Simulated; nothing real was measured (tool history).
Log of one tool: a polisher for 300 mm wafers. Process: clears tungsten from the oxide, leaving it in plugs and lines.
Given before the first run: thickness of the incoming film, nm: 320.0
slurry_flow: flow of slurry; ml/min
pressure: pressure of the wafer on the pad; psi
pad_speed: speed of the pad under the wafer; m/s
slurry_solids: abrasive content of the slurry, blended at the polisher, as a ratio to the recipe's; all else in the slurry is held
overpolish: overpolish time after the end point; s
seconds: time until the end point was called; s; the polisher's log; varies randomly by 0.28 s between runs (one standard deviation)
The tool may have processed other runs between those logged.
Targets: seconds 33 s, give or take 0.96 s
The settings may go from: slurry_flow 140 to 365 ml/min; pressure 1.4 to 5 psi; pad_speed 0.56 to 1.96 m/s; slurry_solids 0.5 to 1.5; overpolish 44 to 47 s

run 1 hour=0 | slurry_flow=235 pressure=3.2 pad_speed=1.26 slurry_solids=1 overpolish=44 | seconds=58.336
run 2 hour=7.6 | slurry_flow=235 pressure=3.2 pad_speed=1.26 slurry_solids=1.1 overpolish=44 | seconds=56.666
run 3 hour=10.4 | slurry_flow=235 pressure=3.4 pad_speed=1.26 slurry_solids=1.1 overpolish=44 | seconds=53.273
run 4 hour=15 | slurry_flow=235 pressure=3.6 pad_speed=1.26 slurry_solids=1.1 overpolish=44 | seconds=51.24
run 5 hour=19 | slurry_flow=235 pressure=3.7 pad_speed=1.26 slurry_solids=1.1 overpolish=44 | seconds=49.443
run 6 hour=24.1 | slurry_flow=235 pressure=3.8 pad_speed=1.26 slurry_solids=1.1 overpolish=44 | seconds=49.182
run 7 hour=25 | slurry_flow=250 pressure=4.7 pad_speed=1.34 slurry_solids=1.1 overpolish=44 | seconds=37.748
run 8 hour=29.2 | slurry_flow=250 pressure=4.9 pad_speed=1.4 slurry_solids=1.1 overpolish=44 | seconds=35.4

Which single option among these 5 for the next run brings every result within its allowed miss of target? Just one does.
run A hour=33.4 | slurry_flow=280 pressure=4.6 pad_speed=1.42 slurry_solids=1.2 overpolish=44 | seconds=?
run B hour=33.4 | slurry_flow=180 pressure=5 pad_speed=1.24 slurry_solids=1.3 overpolish=47 | seconds=?
run C hour=33.4 | slurry_flow=295 pressure=4.8 pad_speed=1.52 slurry_solids=1.4 overpolish=44 | seconds=?
run D hour=33.4 | slurry_flow=235 pressure=5 pad_speed=1.42 slurry_solids=1.25 overpolish=44 | seconds=?
run E hour=33.4 | slurry_flow=260 pressure=5 pad_speed=1.38 slurry_solids=1.1 overpolish=44 | seconds=?

move=A seconds=35.783
move=B seconds=38.615
move=C seconds=30.809
move=D seconds=33.357
move=E seconds=35.193
A: moves away from the targets compared with the last run
B: moves away from the targets compared with the last run
C: takes the biggest miss from the last run beyond its target
D: all results land within tolerance of their targets
E: closer than the last run, but not yet in spec
D meets every target.

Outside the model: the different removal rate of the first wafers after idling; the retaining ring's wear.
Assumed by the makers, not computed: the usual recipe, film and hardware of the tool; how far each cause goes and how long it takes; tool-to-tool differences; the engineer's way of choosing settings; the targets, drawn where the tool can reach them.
